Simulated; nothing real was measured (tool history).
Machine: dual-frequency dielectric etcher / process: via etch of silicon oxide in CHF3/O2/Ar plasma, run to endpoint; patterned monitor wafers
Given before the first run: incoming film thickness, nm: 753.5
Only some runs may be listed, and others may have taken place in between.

{"run": 1, "hour": 0.0, "source power (kW)": 0.67, "bias power (kW)": 0.197, "endpoint time (s)": 348.35}
{"run": 2, "hour": 5.9, "source power (kW)": 0.61, "bias power (kW)": 0.197, "endpoint time (s)": 354.32}
{"run": 3, "hour": 11.5, "source power (kW)": 0.61, "bias power (kW)": 0.17, "endpoint time (s)": 379.49}
{"run": 4, "hour": 16.3, "source power (kW)": 0.66, "bias power (kW)": 0.17, "endpoint time (s)": 370.16}
{"run": 5, "hour": 17.5, "source power (kW)": 0.72, "bias power (kW)": 0.184, "endpoint time (s)": 351.52}
{"run": 6, "hour": 18.4, "source power (kW)": 0.72, "bias power (kW)": 0.171, "endpoint time (s)": 363.45}
{"run": 7, "hour": 26.7, "source power (kW)": 0.76, "bias power (kW)": 0.187, "endpoint time (s)": 345.79}

Run 8 comes next. What will it give?
{"run": 8, "hour": 34.7, "source power (kW)": 0.79, "bias power (kW)": 0.2, "endpoint time (s)": "?"}

endpoint time (s): 334.1
